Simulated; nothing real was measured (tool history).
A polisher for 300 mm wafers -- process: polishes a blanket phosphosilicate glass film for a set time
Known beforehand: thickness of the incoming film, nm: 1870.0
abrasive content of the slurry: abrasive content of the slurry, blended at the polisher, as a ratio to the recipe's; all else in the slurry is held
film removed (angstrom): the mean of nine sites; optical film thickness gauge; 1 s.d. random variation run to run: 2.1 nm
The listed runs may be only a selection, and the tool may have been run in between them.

| run | day | flow of slurry (ml/min) | pressure of the wafer on the pad (kPa) | speed of the pad under the wafer (cm/s) | abrasive content of the slurry | polishing time (s) | film removed (angstrom) |
|---|---|---|---|---|---|---|---|
| 1 | 0 | 240 | 26.2 | 100 | 1 | 40 | 4423.8 |
| 2 | 0.112 | 235 | 21.4 | 100 | 1 | 40 | 3592.7 |
| 3 | 0.288 | 235 | 23.4 | 100 | 1 | 40 | 3971.1 |
| 4 | 0.608 | 235 | 20 | 100 | 1 | 40 | 3347.8 |
| 5 | 0.783 | 235 | 17.9 | 100 | 1 | 40 | 3058.4 |
| 6 | 0.829 | 235 | 22.8 | 100 | 1 | 40 | 3842.4 |
| 7 | 1.088 | 235 | 20 | 100 | 1 | 40 | 3384.8 |
| 8 | 1.354 | 235 | 17.9 | 100 | 1 | 40 | 3021.3 |

Estimate the outcome of run 9 from the log above:
| 9 | 1.588 | 235 | 17.2 | 100 | 1 | 40 | ? |

film removed (angstrom): 2943.7
